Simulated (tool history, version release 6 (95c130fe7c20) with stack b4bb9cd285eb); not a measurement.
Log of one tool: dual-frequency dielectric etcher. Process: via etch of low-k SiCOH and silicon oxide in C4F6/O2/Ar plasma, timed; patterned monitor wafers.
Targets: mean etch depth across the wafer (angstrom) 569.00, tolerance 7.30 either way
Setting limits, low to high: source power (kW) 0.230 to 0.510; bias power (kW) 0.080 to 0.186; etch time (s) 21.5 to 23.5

run  hour  source power (kW)  bias power (kW)  etch time (s)  mean etch depth across the wafer (angstrom)
  1   0.0              0.370            0.133           23.5                                       524.06
  2   3.8              0.390            0.134           23.5                                       534.03
  3   7.1              0.390            0.134           21.5                                       488.27
  4  15.6              0.410            0.146           21.5                                       514.79
  5  23.0              0.410            0.146           21.5                                       514.81
  6  30.7              0.430            0.151           21.5                                       530.89
  7  33.5              0.430            0.151           21.5                                       533.24
  8  37.7              0.440            0.152           21.5                                       533.94
  9  41.6              0.450            0.154           21.5                                       545.78
 10  45.9              0.460            0.154           21.5                                       553.35

Below are 5 possible settings for the next run. Only one of them brings all results inside the allowed miss of their targets. Which is it?
  A  50.2              0.410            0.157           23.0                                            ?
  B  50.2              0.480            0.151           23.0                                            ?
  C  50.2              0.500            0.133           23.5                                            ?
  D  50.2              0.470            0.151           21.5                                            ?
  E  50.2              0.440            0.145           22.5                                            ?

move  mean etch depth across the wafer (angstrom)
   A                                       567.47
   B                                       595.41
   C                                       590.45
   D                                       551.95
   E                                       554.36
A: meets every target
B: the result that was furthest off in the last run now lies on the other side of its target
C: the result that was furthest off in the last run now lies on the other side of its target
D: further off than the last run
E: an improvement on the last run, though not all results are within tolerance
Correct choice: A, which meets every target

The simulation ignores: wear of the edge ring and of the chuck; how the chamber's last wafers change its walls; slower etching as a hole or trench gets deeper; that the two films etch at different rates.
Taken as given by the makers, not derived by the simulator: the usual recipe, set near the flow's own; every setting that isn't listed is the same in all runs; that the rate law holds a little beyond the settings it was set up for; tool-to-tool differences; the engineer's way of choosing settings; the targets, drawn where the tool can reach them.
